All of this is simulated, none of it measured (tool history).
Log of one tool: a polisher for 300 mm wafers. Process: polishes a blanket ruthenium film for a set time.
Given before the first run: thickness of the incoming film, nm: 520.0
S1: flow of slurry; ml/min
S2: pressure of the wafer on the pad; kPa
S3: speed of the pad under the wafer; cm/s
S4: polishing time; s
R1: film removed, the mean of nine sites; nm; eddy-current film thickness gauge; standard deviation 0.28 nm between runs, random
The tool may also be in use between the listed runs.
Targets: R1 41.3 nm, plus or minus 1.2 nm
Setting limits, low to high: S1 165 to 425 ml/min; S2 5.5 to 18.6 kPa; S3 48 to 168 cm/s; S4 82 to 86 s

| run | hour | S1 | S2 | S3 | S4 | R1 |
|---|---|---|---|---|---|---|
| 1 | 0 | 275 | 11.7 | 108 | 82 | 97.541 |
| 2 | 7.9 | 270 | 9.7 | 98 | 82 | 75.403 |
| 3 | 9.9 | 270 | 9.7 | 98 | 82 | 75.475 |
| 4 | 12.5 | 330 | 9.7 | 98 | 82 | 77.179 |
| 5 | 20.4 | 330 | 9.7 | 98 | 82 | 76.756 |
|  | 25.1 | head pressure recalibrated |
| 6 | 25.1 | 330 | 11 | 98 | 82 | 82.466 |
| 7 | 25.7 | 330 | 9.7 | 88 | 82 | 67.635 |
| 8 | 32.6 | 330 | 8.3 | 82 | 82 | 55.292 |

Which single option among these 4 for the next run brings every result within its allowed miss of target? Just one does.
| A | 39.5 | 355 | 7.6 | 54 | 82 | ? |
| B | 39.5 | 380 | 9 | 114 | 85 | ? |
| C | 39.5 | 365 | 6.9 | 88 | 83 | ? |
| D | 39.5 | 340 | 9.7 | 92 | 84 | ? |

| move | R1 |
|---|---|
| A | 42.045 |
| B | 77.862 |
| C | 50.313 |
| D | 71.795 |
A: all results in spec
B: further off than the last run
C: nearer than the last run, and not there yet
D: further off than the last run
So the answer is move A, the one that meets all the targets.
